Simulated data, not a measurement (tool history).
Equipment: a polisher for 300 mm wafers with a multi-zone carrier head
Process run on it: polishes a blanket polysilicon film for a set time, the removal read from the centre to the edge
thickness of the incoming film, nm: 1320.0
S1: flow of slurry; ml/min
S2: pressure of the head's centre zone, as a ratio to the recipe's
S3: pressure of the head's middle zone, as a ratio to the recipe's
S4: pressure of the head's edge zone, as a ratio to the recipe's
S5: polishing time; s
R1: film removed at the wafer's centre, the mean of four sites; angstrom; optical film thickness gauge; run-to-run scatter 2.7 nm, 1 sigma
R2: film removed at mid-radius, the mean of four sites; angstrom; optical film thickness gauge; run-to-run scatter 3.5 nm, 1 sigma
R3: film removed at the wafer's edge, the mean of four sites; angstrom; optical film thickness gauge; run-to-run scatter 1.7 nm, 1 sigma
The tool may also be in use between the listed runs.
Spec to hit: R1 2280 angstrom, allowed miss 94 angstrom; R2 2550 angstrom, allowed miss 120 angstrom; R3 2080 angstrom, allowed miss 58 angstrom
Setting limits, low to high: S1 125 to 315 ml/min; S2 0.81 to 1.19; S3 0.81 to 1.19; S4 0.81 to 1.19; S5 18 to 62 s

{"run": 1, "day": 0.0, "S1": 205, "S2": 1, "S3": 1, "S4": 1, "S5": 40, "R1": 3367.9, "R2": 3449.8, "R3": 3359.7}
{"run": 2, "day": 0.083, "S1": 205, "S2": 1, "S3": 1.02, "S4": 0.97, "S5": 37, "R1": 3151.2, "R2": 3206.5, "R3": 3064.1}
{"run": 3, "day": 0.2, "S1": 205, "S2": 1, "S3": 0.99, "S4": 0.97, "S5": 37, "R1": 3182.4, "R2": 3122, "R3": 3102}
{"run": 4, "day": 0.404, "S1": 205, "S2": 1, "S3": 1.02, "S4": 0.95, "S5": 35, "R1": 3006.7, "R2": 3022.3, "R3": 2854.9}
{"run": 5, "day": 0.492, "S1": 200, "S2": 0.99, "S3": 1.04, "S4": 0.93, "S5": 34, "R1": 2824.7, "R2": 2944.1, "R3": 2747.3}
{"run": 6, "day": 0.754, "S1": 200, "S2": 0.99, "S3": 1.04, "S4": 0.93, "S5": 43, "R1": 3638.4, "R2": 3689.1, "R3": 3500.1}
{"run": 7, "day": 0.9, "S1": 200, "S2": 0.99, "S3": 1.04, "S4": 0.93, "S5": 43, "R1": 3567, "R2": 3742.5, "R3": 3474.6}
{"run": 8, "day": 1.012, "S1": 200, "S2": 0.99, "S3": 1.06, "S4": 0.91, "S5": 40, "R1": 3365.6, "R2": 3545.1, "R3": 3192.7}
{"run": 9, "day": 1.171, "S1": 200, "S2": 0.99, "S3": 1.07, "S4": 0.9, "S5": 37, "R1": 3173.4, "R2": 3356.2, "R3": 2934.6}
{"run": 10, "day": 1.458, "S1": 200, "S2": 0.98, "S3": 1.07, "S4": 0.89, "S5": 35, "R1": 2929.8, "R2": 3107.5, "R3": 2782.2}
{"run": 11, "day": 1.6, "S1": 200, "S2": 0.98, "S3": 1.08, "S4": 0.88, "S5": 33, "R1": 2715.7, "R2": 2926.4, "R3": 2608.4}
{"run": 12, "day": 1.679, "S1": 200, "S2": 0.98, "S3": 1.09, "S4": 0.87, "S5": 32, "R1": 2713.8, "R2": 2885.3, "R3": 2490.8}
{"run": 13, "day": 1.746, "S1": 195, "S2": 0.97, "S3": 1.1, "S4": 0.86, "S5": 31, "R1": 2538.7, "R2": 2853.8, "R3": 2387.6}
{"run": 14, "day": 2.104, "S1": 190, "S2": 0.97, "S3": 1.1, "S4": 0.85, "S5": 30, "R1": 2484.2, "R2": 2770.6, "R3": 2329.3}
{"run": 15, "day": 2.129, "S1": 185, "S2": 0.97, "S3": 1.1, "S4": 0.84, "S5": 29, "R1": 2315, "R2": 2629.8, "R3": 2198.8}
{"run": 16, "day": 2.317, "S1": 180, "S2": 0.98, "S3": 1.1, "S4": 0.83, "S5": 29, "R1": 2369.2, "R2": 2605, "R3": 2159.3}
{"run": 17, "day": 2.479, "S1": 175, "S2": 0.98, "S3": 1.1, "S4": 0.83, "S5": 29, "R1": 2365.4, "R2": 2580.4, "R3": 2183.3}
{"run": 18, "day": 2.688, "S1": 170, "S2": 0.98, "S3": 1.11, "S4": 0.83, "S5": 29, "R1": 2371.3, "R2": 2654.4, "R3": 2178.3}
{"run": 19, "day": 3.054, "S1": 170, "S2": 0.98, "S3": 1.11, "S4": 0.83, "S5": 29, "R1": 2339.5, "R2": 2647.7, "R3": 2159.5}
{"run": 20, "day": 3.312, "S1": 165, "S2": 0.98, "S3": 1.11, "S4": 0.83, "S5": 29, "R1": 2378.5, "R2": 2608.7, "R3": 2174}
{"run": 21, "day": 3.6, "S1": 160, "S2": 0.97, "S3": 1.13, "S4": 0.81, "S5": 27, "R1": 2148.7, "R2": 2478.9, "R3": 1990}
{"run": 22, "day": 3.95, "S1": 165, "S2": 0.97, "S3": 1.13, "S4": 0.81, "S5": 27, "R1": 2109.2, "R2": 2384.3, "R3": 1967.6}
{"run": 23, "day": 4.083, "S1": 170, "S2": 0.97, "S3": 1.13, "S4": 0.81, "S5": 27, "R1": 2192.6, "R2": 2484.1, "R3": 2014.5}
{"run": 24, "day": 4.242, "S1": 175, "S2": 0.97, "S3": 1.13, "S4": 0.81, "S5": 27, "R1": 2197.3, "R2": 2486.5, "R3": 1985.2}
{"run": 25, "day": 4.462, "S1": 185, "S2": 0.99, "S3": 1.14, "S4": 0.87, "S5": 28, "R1": 2299.2, "R2": 2590.4, "R3": 2151.1}
{"run": 26, "day": 4.633, "S1": 180, "S2": 0.99, "S3": 1.14, "S4": 0.87, "S5": 28, "R1": 2301.4, "R2": 2672.7, "R3": 2143.1}
{"run": 27, "day": 4.671, "S1": 175, "S2": 1, "S3": 1.1, "S4": 0.84, "S5": 27, "R1": 2214, "R2": 2449, "R3": 2028.7}

Next run, 5 choices. One meets every target within its allowed miss, the rest don't. Which?
{"run": "A", "day": 4.708, "S1": 190, "S2": 0.95, "S3": 1.17, "S4": 0.85, "S5": 26, "R1": "?", "R2": "?", "R3": "?"}
{"run": "B", "day": 4.708, "S1": 230, "S2": 0.95, "S3": 0.99, "S4": 0.81, "S5": 27, "R1": "?", "R2": "?", "R3": "?"}
{"run": "C", "day": 4.708, "S1": 240, "S2": 0.98, "S3": 1.13, "S4": 0.84, "S5": 27, "R1": "?", "R2": "?", "R3": "?"}
{"run": "D", "day": 4.708, "S1": 275, "S2": 0.95, "S3": 1.19, "S4": 0.96, "S5": 25, "R1": "?", "R2": "?", "R3": "?"}
{"run": "E", "day": 4.708, "S1": 140, "S2": 0.96, "S3": 1.19, "S4": 0.84, "S5": 26, "R1": "?", "R2": "?", "R3": "?"}

move=A R1=2048.1 R2=2502.4 R3=1995.4
move=B R1=2183.4 R2=2318.4 R3=2070.8
move=C R1=2267.5 R2=2599.2 R3=2108.1
move=D R1=2069.1 R2=2550.9 R3=2096.6
move=E R1=1960.7 R2=2418.6 R3=1916.1
A: lands further from the targets than the last run did
B: brings the last run's worst result on target, with another outside its allowed miss
C: hits every target within its allowed miss
D: brings the last run's worst result on target, with another outside its allowed miss
E: lands further from the targets than the last run did
Answer: C

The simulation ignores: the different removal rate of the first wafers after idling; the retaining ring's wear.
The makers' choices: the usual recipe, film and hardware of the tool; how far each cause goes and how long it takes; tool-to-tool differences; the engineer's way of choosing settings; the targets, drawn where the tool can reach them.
